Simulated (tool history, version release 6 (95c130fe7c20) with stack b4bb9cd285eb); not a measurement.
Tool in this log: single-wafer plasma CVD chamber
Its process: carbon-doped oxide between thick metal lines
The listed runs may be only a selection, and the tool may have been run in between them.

run,hour,heater temperature setpoint (K),chamber pressure (Torr),RF power (kW),deposition time (s),mean film thickness on the monitor wafer (Å)
1,0,598.15,3.98,0.585,69.4,4057.6
2,1.1,598.15,3.98,0.585,69.4,4130.6
3,2.5,598.15,4.62,0.585,69.4,4179.3
4,11.5,598.15,4.62,0.585,69.4,4140.7
5,17.4,602.15,4.62,0.585,69.4,4072.6
6,22.6,602.15,4.22,0.585,69.4,4028.6
7,27.1,598.15,4.3,0.59,69.4,4162.4
8,35,596.15,4.35,0.595,69.4,4206.5
9,42.2,594.15,4.41,0.6,69.4,4272.3
10,44.9,592.15,4.46,0.605,69.4,4342.3

Run 11, settings as shown, results not yet in. Your forecast:
11,50.1,591.15,4.49,0.605,69.4,?

Run 11 came out at mean film thickness on the monitor wafer (Å) 4305.9.

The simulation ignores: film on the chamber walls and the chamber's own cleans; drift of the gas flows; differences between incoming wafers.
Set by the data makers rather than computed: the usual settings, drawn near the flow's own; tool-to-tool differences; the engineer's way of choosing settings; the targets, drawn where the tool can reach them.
